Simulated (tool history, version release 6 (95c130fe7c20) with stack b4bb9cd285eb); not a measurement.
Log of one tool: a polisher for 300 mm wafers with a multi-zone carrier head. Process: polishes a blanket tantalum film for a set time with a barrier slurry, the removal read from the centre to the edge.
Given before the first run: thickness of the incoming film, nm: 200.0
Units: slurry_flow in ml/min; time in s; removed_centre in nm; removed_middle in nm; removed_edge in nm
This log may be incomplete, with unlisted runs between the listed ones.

{"run": 1, "hour": 0.0, "slurry_flow": 310, "centre_zone": 1, "middle_zone": 1, "edge_zone": 1, "slurry_solids": 1, "time": 34, "removed_centre": 85.381, "removed_middle": 85.278, "removed_edge": 85.251}
{"run": 2, "hour": 8.9, "slurry_flow": 310, "centre_zone": 0.94, "middle_zone": 1, "edge_zone": 1, "slurry_solids": 1, "time": 34, "removed_centre": 80.271, "removed_middle": 85.944, "removed_edge": 84.756}
{"run": 3, "hour": 13.6, "slurry_flow": 310, "centre_zone": 0.94, "middle_zone": 1, "edge_zone": 0.94, "slurry_solids": 1, "time": 34, "removed_centre": 81.471, "removed_middle": 87.421, "removed_edge": 82.1}
{"run": 4, "hour": 14.6, "slurry_flow": 310, "centre_zone": 0.94, "middle_zone": 1, "edge_zone": 0.94, "slurry_solids": 1, "time": 39, "removed_centre": 92.419, "removed_middle": 97.574, "removed_edge": 94.321}
{"run": 5, "hour": 18.7, "slurry_flow": 310, "centre_zone": 0.94, "middle_zone": 1, "edge_zone": 0.94, "slurry_solids": 1.2, "time": 39, "removed_centre": 99.421, "removed_middle": 102.42, "removed_edge": 99.137}
{"run": 6, "hour": 20.9, "slurry_flow": 310, "centre_zone": 0.94, "middle_zone": 1.01, "edge_zone": 0.96, "slurry_solids": 1.25, "time": 39, "removed_centre": 99.26, "removed_middle": 103.2, "removed_edge": 100.3}
{"run": 7, "hour": 25.0, "slurry_flow": 310, "centre_zone": 0.94, "middle_zone": 1.02, "edge_zone": 0.97, "slurry_solids": 1.3, "time": 39, "removed_centre": 98.693, "removed_middle": 107.24, "removed_edge": 104.91}
{"run": 8, "hour": 30.8, "slurry_flow": 315, "centre_zone": 0.95, "middle_zone": 1.03, "edge_zone": 0.98, "slurry_solids": 1.3, "time": 39, "removed_centre": 102.06, "removed_middle": 109.67, "removed_edge": 104.78}
{"run": 9, "hour": 33.5, "slurry_flow": 320, "centre_zone": 0.96, "middle_zone": 1.03, "edge_zone": 0.99, "slurry_solids": 1.3, "time": 39, "removed_centre": 101.65, "removed_middle": 105.84, "removed_edge": 105.27}
{"run": 10, "hour": 39.2, "slurry_flow": 320, "centre_zone": 0.97, "middle_zone": 1.04, "edge_zone": 0.99, "slurry_solids": 1.35, "time": 39, "removed_centre": 105.43, "removed_middle": 108.04, "removed_edge": 104.17}
{"run": 11, "hour": 45.8, "slurry_flow": 320, "centre_zone": 0.97, "middle_zone": 1.05, "edge_zone": 1, "slurry_solids": 1.35, "time": 39, "removed_centre": 105.13, "removed_middle": 110.58, "removed_edge": 104.69}
{"run": 12, "hour": 54.3, "slurry_flow": 320, "centre_zone": 0.97, "middle_zone": 1.05, "edge_zone": 1.01, "slurry_solids": 1.35, "time": 39, "removed_centre": 105.02, "removed_middle": 109.01, "removed_edge": 107.49}
{"run": 13, "hour": 61.5, "slurry_flow": 320, "centre_zone": 0.97, "middle_zone": 1.06, "edge_zone": 1.02, "slurry_solids": 1.35, "time": 39, "removed_centre": 104.71, "removed_middle": 110.84, "removed_edge": 108.45}
{"run": 14, "hour": 62.7, "slurry_flow": 320, "centre_zone": 0.97, "middle_zone": 1.07, "edge_zone": 1.03, "slurry_solids": 1.35, "time": 39, "removed_centre": 105.2, "removed_middle": 113.74, "removed_edge": 109.2}

Forecast run 15:
{"run": 15, "hour": 67.2, "slurry_flow": 320, "centre_zone": 0.97, "middle_zone": 1.07, "edge_zone": 1.04, "slurry_solids": 1.35, "time": 39, "removed_centre": "?", "removed_middle": "?", "removed_edge": "?"}

removed_centre: 104.52 nm
removed_middle: 111.88 nm
removed_edge: 106.84 nm
